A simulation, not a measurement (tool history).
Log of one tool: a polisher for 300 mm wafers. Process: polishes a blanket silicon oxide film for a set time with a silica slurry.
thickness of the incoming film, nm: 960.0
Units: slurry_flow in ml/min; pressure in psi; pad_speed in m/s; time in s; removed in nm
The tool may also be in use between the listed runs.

{"run": 1, "hour": 0.0, "slurry_flow": 290, "pressure": 3.6, "pad_speed": 1.54, "slurry_solids": 1.0, "time": 50, "removed": 156.65}
{"run": 2, "hour": 7.0, "slurry_flow": 290, "pressure": 3.6, "pad_speed": 1.54, "slurry_solids": 1.0, "time": 50, "removed": 156.69}
{"run": 3, "hour": 10.7, "slurry_flow": 290, "pressure": 3.6, "pad_speed": 1.54, "slurry_solids": 1.1, "time": 50, "removed": 164.92}
{"run": 4, "hour": 12.9, "slurry_flow": 350, "pressure": 3.6, "pad_speed": 1.54, "slurry_solids": 1.1, "time": 50, "removed": 168.76}
{"run": 5, "hour": 17.8, "slurry_flow": 350, "pressure": 3.6, "pad_speed": 1.54, "slurry_solids": 1.1, "time": 50, "removed": 167.65}
{"run": 6, "hour": 19.8, "slurry_flow": 350, "pressure": 4.0, "pad_speed": 1.56, "slurry_solids": 1.1, "time": 50, "removed": 185.56}
{"run": 7, "hour": 21.6, "slurry_flow": 350, "pressure": 4.0, "pad_speed": 1.56, "slurry_solids": 1.1, "time": 50, "removed": 184.86}
{"hour": 25.0, "done": "worn pad replaced by a new one"}
{"run": 8, "hour": 25.0, "slurry_flow": 350, "pressure": 4.3, "pad_speed": 1.6, "slurry_solids": 1.1, "time": 50, "removed": 227.73}
{"run": 9, "hour": 32.1, "slurry_flow": 350, "pressure": 5.1, "pad_speed": 1.62, "slurry_solids": 1.1, "time": 50, "removed": 268.19}
{"run": 10, "hour": 40.2, "slurry_flow": 350, "pressure": 5.2, "pad_speed": 1.62, "slurry_solids": 1.1, "time": 50, "removed": 275.87}

Forecast run 11:
{"run": 11, "hour": 41.0, "slurry_flow": 350, "pressure": 5.3, "pad_speed": 1.62, "slurry_solids": 1.1, "time": 50, "removed": "?"}

Run 11 gave removed 279.99 nm.
